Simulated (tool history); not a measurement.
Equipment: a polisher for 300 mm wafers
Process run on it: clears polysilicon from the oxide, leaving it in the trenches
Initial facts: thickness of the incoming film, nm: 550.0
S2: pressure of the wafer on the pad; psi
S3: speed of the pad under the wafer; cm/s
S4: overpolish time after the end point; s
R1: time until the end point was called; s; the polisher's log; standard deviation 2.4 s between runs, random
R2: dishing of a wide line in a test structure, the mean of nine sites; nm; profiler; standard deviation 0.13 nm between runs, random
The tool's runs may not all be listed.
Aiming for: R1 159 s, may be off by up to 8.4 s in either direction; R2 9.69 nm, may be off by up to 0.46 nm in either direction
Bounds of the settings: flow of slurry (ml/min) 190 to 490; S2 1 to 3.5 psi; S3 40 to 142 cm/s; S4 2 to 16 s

{"run": 1, "hour": 0.0, "flow of slurry (ml/min)": 315, "S2": 2.2, "S3": 90, "S4": 8, "R1": 69.03, "R2": 33.659}
{"run": 2, "hour": 6.4, "flow of slurry (ml/min)": 315, "S2": 2.2, "S3": 100, "S4": 8, "R1": 65.733, "R2": 35.129}
{"run": 3, "hour": 15.3, "flow of slurry (ml/min)": 300, "S2": 2, "S3": 92, "S4": 7, "R1": 77.347, "R2": 29.973}
{"run": 4, "hour": 17.5, "flow of slurry (ml/min)": 285, "S2": 1.9, "S3": 86, "S4": 6, "R1": 83.557, "R2": 26.389}
{"run": 5, "hour": 21.1, "flow of slurry (ml/min)": 285, "S2": 1.9, "S3": 104, "S4": 6, "R1": 69.77, "R2": 29.475}
{"run": 6, "hour": 29.6, "flow of slurry (ml/min)": 285, "S2": 2.3, "S3": 104, "S4": 6, "R1": 59.366, "R2": 32.28}
{"run": 7, "hour": 37.8, "flow of slurry (ml/min)": 285, "S2": 1.7, "S3": 78, "S4": 2, "R1": 101.49, "R2": 9.9138}
{"run": 8, "hour": 38.6, "flow of slurry (ml/min)": 280, "S2": 1.6, "S3": 76, "S4": 2, "R1": 107.72, "R2": 9.4608}
{"run": 9, "hour": 44.9, "flow of slurry (ml/min)": 275, "S2": 1.5, "S3": 74, "S4": 2, "R1": 118.72, "R2": 8.6773}
{"run": 10, "hour": 53.3, "flow of slurry (ml/min)": 280, "S2": 1, "S3": 70, "S4": 6, "R1": 181.66, "R2": 15.564}
{"run": 11, "hour": 55.1, "flow of slurry (ml/min)": 270, "S2": 1.6, "S3": 50, "S4": 2, "R1": 148.38, "R2": 6.9223}
{"run": 12, "hour": 57.0, "flow of slurry (ml/min)": 270, "S2": 1.6, "S3": 52, "S4": 2, "R1": 146.09, "R2": 7.3227}

4 candidate next runs follow, results not yet known. Just one meets every target within its allowed miss. Identify it.
{"run": "A", "hour": 58.9, "flow of slurry (ml/min)": 275, "S2": 2.1, "S3": 40, "S4": 3, "R1": "?", "R2": "?"}
{"run": "B", "hour": 58.9, "flow of slurry (ml/min)": 275, "S2": 1.5, "S3": 62, "S4": 3, "R1": "?", "R2": "?"}
{"run": "C", "hour": 58.9, "flow of slurry (ml/min)": 200, "S2": 1.5, "S3": 52, "S4": 3, "R1": "?", "R2": "?"}
{"run": "D", "hour": 58.9, "flow of slurry (ml/min)": 230, "S2": 1.8, "S3": 60, "S4": 2, "R1": "?", "R2": "?"}

move=A R1=134.56 R2=11.23
move=B R1=135.95 R2=11.131
move=C R1=157.52 R2=9.7926
move=D R1=118.08 R2=8.827
A: carries the result that was furthest off beyond its target, to the other side
B: carries the result that was furthest off beyond its target, to the other side
C: in spec on every target
D: an improvement on the last run, though not all results are within tolerance
So the answer is move C, the one that meets all the targets.
